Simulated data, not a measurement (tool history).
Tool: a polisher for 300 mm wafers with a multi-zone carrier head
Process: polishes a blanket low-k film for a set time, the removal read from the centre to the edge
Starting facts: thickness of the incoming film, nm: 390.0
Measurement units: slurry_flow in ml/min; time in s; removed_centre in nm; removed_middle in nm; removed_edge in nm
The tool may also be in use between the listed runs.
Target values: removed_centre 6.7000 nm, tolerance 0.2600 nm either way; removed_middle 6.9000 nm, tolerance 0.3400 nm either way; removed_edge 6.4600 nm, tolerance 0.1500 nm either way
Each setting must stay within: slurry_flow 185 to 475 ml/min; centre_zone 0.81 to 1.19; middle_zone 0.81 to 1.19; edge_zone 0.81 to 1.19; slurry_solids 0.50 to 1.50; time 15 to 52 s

run,hour,slurry_flow,centre_zone,middle_zone,edge_zone,slurry_solids,time,removed_centre,removed_middle,removed_edge
1,0.0,305,1.00,1.00,1.00,1.00,33,7.6729,7.6650,7.8956
2,1.3,305,1.00,1.00,1.00,0.85,33,7.3076,7.1115,7.4381
3,7.0,305,1.00,1.00,1.00,1.00,33,7.8805,7.5960,7.8916
4,10.5,305,1.00,1.00,1.00,1.00,36,8.5252,8.4218,8.5623
5,15.2,305,1.00,1.00,1.00,1.20,36,9.0663,8.8477,9.2788
6,21.9,305,1.09,1.00,1.00,1.20,36,9.8317,8.7742,9.2231
7,25.5,305,1.08,1.00,0.99,1.15,36,9.6079,8.5994,8.9763
8,33.6,305,1.08,1.00,0.99,1.15,36,9.5535,8.8011,8.8905
9,40.9,300,1.07,0.99,0.98,1.10,36,9.2129,8.3511,8.7662
10,44.1,300,1.06,1.00,0.97,1.05,36,9.0074,8.3109,8.5805
11,52.1,300,1.05,1.01,0.96,1.00,36,8.8392,8.4359,8.3918
12,53.5,300,1.04,1.01,0.95,0.95,36,8.9022,8.1177,8.1762
13,59.6,300,1.02,1.01,0.94,0.90,36,8.1801,7.9452,8.0802
14,64.9,300,1.02,1.02,0.93,0.85,36,8.0031,7.9447,7.8055
15,68.9,300,1.02,1.02,0.92,0.80,36,7.9977,7.7673,7.5714
16,77.1,300,1.01,1.02,0.91,0.75,36,7.7615,7.4878,7.3526
17,78.4,300,1.00,1.02,0.90,0.75,36,7.6870,7.3877,7.2594
18,84.1,300,0.99,1.02,0.89,0.75,36,7.4884,7.4846,7.2154
19,91.4,300,0.99,1.02,0.88,0.75,36,7.4375,7.6501,7.2749
20,98.3,300,0.99,1.02,0.87,0.75,36,7.4104,7.5561,7.1360
21,106.1,300,0.99,1.02,0.86,0.75,36,7.6040,7.6009,7.1090
22,107.3,280,0.92,0.99,0.81,0.60,36,6.4341,6.6249,6.4110

Of the 5 settings listed for the next run, only one would bring every result within its allowed miss of target. Which one?
A,108.5,260,0.88,0.86,0.85,0.50,39,?,?,?
B,108.5,255,0.86,0.92,0.81,0.70,35,?,?,?
C,108.5,310,0.99,0.91,0.85,0.70,33,?,?,?
D,108.5,280,1.03,0.93,0.82,0.50,40,?,?,?
E,108.5,260,0.98,1.05,0.86,0.70,34,?,?,?

move,removed_centre,removed_middle,removed_edge
A,5.9888,6.0993,6.5315
B,5.9584,6.4955,6.5094
C,6.6168,6.1961,6.3642
D,7.2634,6.6364,6.6271
E,6.6235,6.9186,6.4943
A: moves away from the targets compared with the last run
B: moves away from the targets compared with the last run
C: the worst result of the last run now meets its target, but another is out of spec
D: moves the result that the last run missed by most past its target, out the other side
E: all results land within tolerance of their targets
Move E is the one to make.
